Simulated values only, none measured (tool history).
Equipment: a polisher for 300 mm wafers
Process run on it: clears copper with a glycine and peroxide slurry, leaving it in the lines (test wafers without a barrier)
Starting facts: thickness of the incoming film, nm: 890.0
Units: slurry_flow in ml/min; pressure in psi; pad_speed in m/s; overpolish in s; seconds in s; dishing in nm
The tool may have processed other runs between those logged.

run 1 hour=0 | slurry_flow=275 pressure=3.1 pad_speed=1.2 overpolish=22 | seconds=111.94 dishing=91.649
run 2 hour=3.2 | slurry_flow=275 pressure=3.1 pad_speed=0.94 overpolish=22 | seconds=141.52 dishing=80.972
run 3 hour=7.4 | slurry_flow=320 pressure=3.1 pad_speed=0.94 overpolish=22 | seconds=135.36 dishing=83.134
run 4 hour=12.1 | slurry_flow=320 pressure=3.1 pad_speed=0.94 overpolish=29 | seconds=140.24 dishing=97.401
run 5 hour=16.9 | slurry_flow=320 pressure=3.5 pad_speed=0.94 overpolish=29 | seconds=129.8 dishing=106.36
run 6 hour=19.9 | slurry_flow=390 pressure=3.5 pad_speed=0.94 overpolish=29 | seconds=126.88 dishing=103.93
run 7 hour=23 | slurry_flow=390 pressure=3.5 pad_speed=0.94 overpolish=29 | seconds=126.51 dishing=104.99
run 8 hour=25.7 | slurry_flow=395 pressure=3.9 pad_speed=1 overpolish=25 | seconds=114.71 dishing=101.66

What does the tool deliver on the next run?
run 9 hour=27.8 | slurry_flow=400 pressure=4.2 pad_speed=1.1 overpolish=22 | seconds=? dishing=?

seconds: 97.833 s
dishing: 101.6 nm
